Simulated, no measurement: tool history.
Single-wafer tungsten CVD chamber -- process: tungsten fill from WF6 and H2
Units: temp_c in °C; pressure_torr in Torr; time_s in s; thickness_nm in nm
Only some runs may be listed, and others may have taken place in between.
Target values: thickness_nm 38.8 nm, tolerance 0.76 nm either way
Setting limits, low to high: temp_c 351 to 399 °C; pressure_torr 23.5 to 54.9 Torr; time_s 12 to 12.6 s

run  hour  temp_c  pressure_torr  time_s  thickness_nm
  1     0     375           39.2    12.6        29.294
  2   8.8     377           39.3    12.6        30.617
  3  14.9     377           39.3    12.6        30.637
  4  16.6     385           39.3    12.6        35.906
  5  22.9     378           39.3    12.6        31.124
  6  28.9     380           39.4    12.6        32.504
  7  35.4     382           39.4    12.6         33.85
  8  39.6     383           39.4    12.6        34.593
  9    47     384           39.4    12.6        35.327
 10  52.5     385           39.4    12.6          36.2
 11  58.2     386           39.4    12.6        36.773

Exactly one of the 4 candidate moves below puts every result within its allowed miss. Which one?
  A  63.9     383           45.1      12             ?
  B  63.9     383           41.7    12.2             ?
  C  63.9     388           42.1    12.3             ?
  D  63.9     382           43.5    12.3             ?

move  thickness_nm
   A        35.801
   B        34.802
   C        39.039
   D        35.228
A: lands further from the targets than the last run did
B: lands further from the targets than the last run did
C: every result within its allowed miss
D: lands further from the targets than the last run did
So the answer is move C, the one that meets all the targets.
